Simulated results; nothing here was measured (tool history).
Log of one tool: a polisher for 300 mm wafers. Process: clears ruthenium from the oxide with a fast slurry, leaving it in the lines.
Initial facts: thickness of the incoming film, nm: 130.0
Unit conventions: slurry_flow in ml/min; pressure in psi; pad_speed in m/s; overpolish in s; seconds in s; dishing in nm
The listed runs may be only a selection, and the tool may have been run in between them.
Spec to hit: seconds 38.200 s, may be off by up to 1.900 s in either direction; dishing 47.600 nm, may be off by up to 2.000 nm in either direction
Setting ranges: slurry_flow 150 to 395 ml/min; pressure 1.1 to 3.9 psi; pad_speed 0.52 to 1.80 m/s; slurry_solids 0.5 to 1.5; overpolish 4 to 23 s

{"run": 1, "hour": 0.0, "slurry_flow": 250, "pressure": 2.5, "pad_speed": 1.16, "slurry_solids": 1.0, "overpolish": 12, "seconds": 26.02, "dishing": 41.16}
{"run": 2, "hour": 3.3, "slurry_flow": 250, "pressure": 2.3, "pad_speed": 1.16, "slurry_solids": 1.0, "overpolish": 14, "seconds": 27.222, "dishing": 45.438}
{"run": 3, "hour": 9.7, "slurry_flow": 190, "pressure": 2.3, "pad_speed": 1.16, "slurry_solids": 1.0, "overpolish": 14, "seconds": 28.445, "dishing": 44.402}
{"run": 4, "hour": 11.8, "slurry_flow": 190, "pressure": 2.1, "pad_speed": 1.16, "slurry_solids": 1.0, "overpolish": 15, "seconds": 30.679, "dishing": 45.496}
{"run": 5, "hour": 18.3, "slurry_flow": 190, "pressure": 2.1, "pad_speed": 1.16, "slurry_solids": 1.0, "overpolish": 19, "seconds": 30.161, "dishing": 53.212}
{"run": 6, "hour": 20.9, "slurry_flow": 190, "pressure": 2.0, "pad_speed": 1.16, "slurry_solids": 1.0, "overpolish": 19, "seconds": 30.239, "dishing": 51.759}
{"run": 7, "hour": 24.2, "slurry_flow": 185, "pressure": 1.8, "pad_speed": 1.16, "slurry_solids": 1.0, "overpolish": 20, "seconds": 31.613, "dishing": 51.189}
{"run": 8, "hour": 31.8, "slurry_flow": 180, "pressure": 1.7, "pad_speed": 1.14, "slurry_solids": 1.0, "overpolish": 21, "seconds": 34.335, "dishing": 51.127}
{"run": 9, "hour": 34.2, "slurry_flow": 180, "pressure": 1.6, "pad_speed": 1.14, "slurry_solids": 1.0, "overpolish": 21, "seconds": 35.797, "dishing": 49.856}

Which one of the following 5 next-run settings gets every result inside its allowed miss? There is exactly one.
{"run": "A", "hour": 36.6, "slurry_flow": 205, "pressure": 1.7, "pad_speed": 1.26, "slurry_solids": 0.9, "overpolish": 19, "seconds": "?", "dishing": "?"}
{"run": "B", "hour": 36.6, "slurry_flow": 210, "pressure": 1.2, "pad_speed": 1.16, "slurry_solids": 0.9, "overpolish": 23, "seconds": "?", "dishing": "?"}
{"run": "C", "hour": 36.6, "slurry_flow": 150, "pressure": 2.1, "pad_speed": 0.9, "slurry_solids": 1.1, "overpolish": 21, "seconds": "?", "dishing": "?"}
{"run": "D", "hour": 36.6, "slurry_flow": 150, "pressure": 1.6, "pad_speed": 1.08, "slurry_solids": 0.9, "overpolish": 23, "seconds": "?", "dishing": "?"}
{"run": "E", "hour": 36.6, "slurry_flow": 175, "pressure": 1.6, "pad_speed": 1.1, "slurry_solids": 1.2, "overpolish": 20, "seconds": "?", "dishing": "?"}

move=A seconds=32.167 dishing=49.758
move=B seconds=41.137 dishing=47.828
move=C seconds=37.136 dishing=48.223
move=D seconds=40.800 dishing=48.114
move=E seconds=32.920 dishing=50.763
A: further off than the last run
B: takes the biggest miss from the last run beyond its target
C: all results in spec
D: takes the biggest miss from the last run beyond its target
E: further off than the last run
Go with C: it meets all targets.
